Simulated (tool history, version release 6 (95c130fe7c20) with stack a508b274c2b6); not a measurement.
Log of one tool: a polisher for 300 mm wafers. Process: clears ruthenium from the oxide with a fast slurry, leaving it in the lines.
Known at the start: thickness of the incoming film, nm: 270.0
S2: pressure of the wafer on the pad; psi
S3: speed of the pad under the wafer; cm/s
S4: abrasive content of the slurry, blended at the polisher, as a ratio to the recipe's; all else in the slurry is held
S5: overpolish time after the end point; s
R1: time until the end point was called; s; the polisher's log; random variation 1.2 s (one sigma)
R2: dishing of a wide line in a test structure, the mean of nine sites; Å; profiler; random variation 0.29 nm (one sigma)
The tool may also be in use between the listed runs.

run 1 hour=0 | flow_of_slurry_(ml/min)=270 S2=1.7 S3=102 S4=1 S5=28 | R1=107.62 R2=531.03
run 2 hour=1.1 | flow_of_slurry_(ml/min)=270 S2=1.7 S3=102 S4=1.1 S5=28 | R1=102.75 R2=540.35
run 3 hour=1.7 | flow_of_slurry_(ml/min)=335 S2=1.7 S3=102 S4=1.1 S5=28 | R1=103.09 R2=558.42
run 4 hour=5.3 | flow_of_slurry_(ml/min)=335 S2=1.7 S3=102 S4=0.9 S5=28 | R1=113.61 R2=502.85
run 5 hour=11.3 | flow_of_slurry_(ml/min)=300 S2=1.7 S3=102 S4=0.8 S5=24 | R1=120.31 R2=404.79
run 6 hour=15.2 | flow_of_slurry_(ml/min)=300 S2=1.7 S3=102 S4=0.8 S5=16 | R1=119.24 R2=293.25

The next listed run, before its measurement:
run 7 hour=18.6 | flow_of_slurry_(ml/min)=300 S2=1.7 S3=102 S4=0.8 S5=16 | R1=? R2=?

{"run 7": {"R1": 124.29, "R2": 306.66}}
